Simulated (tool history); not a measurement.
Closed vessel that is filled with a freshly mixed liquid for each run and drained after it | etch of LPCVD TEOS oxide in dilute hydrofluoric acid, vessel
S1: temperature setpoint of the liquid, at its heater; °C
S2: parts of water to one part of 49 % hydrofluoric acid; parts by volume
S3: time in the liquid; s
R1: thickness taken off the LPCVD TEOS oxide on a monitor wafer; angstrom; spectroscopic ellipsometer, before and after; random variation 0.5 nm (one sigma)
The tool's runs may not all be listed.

run  hour    S1   S2   S3      R1
  1   0.0  26.0  160  190  658.45
  2   5.0  26.0  135  190  788.36
  3  10.8  26.0  135  190  793.33
  4  18.4  25.0  135  190  764.20
  5  22.8  24.5  135  190  743.16
  6  31.0  24.5  135  200  785.02

Run 7 comes next. What will it give?
  7  34.4  24.0  135  200   ?

R1: 772.03 angstrom
